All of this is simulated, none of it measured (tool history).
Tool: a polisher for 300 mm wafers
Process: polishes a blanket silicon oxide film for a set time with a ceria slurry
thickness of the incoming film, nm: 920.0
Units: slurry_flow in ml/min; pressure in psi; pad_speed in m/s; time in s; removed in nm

Run 1, day 0: slurry_flow 190 ml/min, pressure 3.4 psi, pad_speed 1.08 m/s, time 70 s. Result: removed 413.06 nm.
Run 2, day 0.288: slurry_flow 185 ml/min, pressure 2.9 psi, pad_speed 1.02 m/s, time 70 s. Result: removed 343.85 nm.
Run 3, day 0.412: slurry_flow 185 ml/min, pressure 2.9 psi, pad_speed 1.22 m/s, time 70 s. Result: removed 379.34 nm.
Run 4, day 0.675: slurry_flow 185 ml/min, pressure 2.9 psi, pad_speed 1.36 m/s, time 70 s. Result: removed 408.27 nm.
Run 5, day 0.721: slurry_flow 175 ml/min, pressure 2.5 psi, pad_speed 1.22 m/s, time 70 s. Result: removed 331.21 nm.
Run 6, day 0.938: slurry_flow 165 ml/min, pressure 2.2 psi, pad_speed 1.14 m/s, time 70 s. Result: removed 272.05 nm.
Run 7, day 1.217: slurry_flow 155 ml/min, pressure 2 psi, pad_speed 1.14 m/s, time 70 s. Result: removed 245.74 nm.
Run 8, day 1.462: slurry_flow 145 ml/min, pressure 1.9 psi, pad_speed 1.14 m/s, time 70 s. Result: removed 232.1 nm.
Run 9, day 1.742: slurry_flow 140 ml/min, pressure 1.8 psi, pad_speed 1.14 m/s, time 70 s. Result: removed 218.83 nm.
Run 10, day 2.029: slurry_flow 135 ml/min, pressure 1.8 psi, pad_speed 1.14 m/s, time 70 s. Result: removed 217.04 nm.
Run 11, day 2.133: slurry_flow 130 ml/min, pressure 1.8 psi, pad_speed 1.14 m/s, time 70 s. Result: removed 218.05 nm.

The next listed run, before its measurement:
Run 12, day 2.204: slurry_flow 125 ml/min, pressure 1.7 psi, pad_speed 1.14 m/s, time 70 s. Result: removed ?.

Run 12 gave removed 205.91 nm.
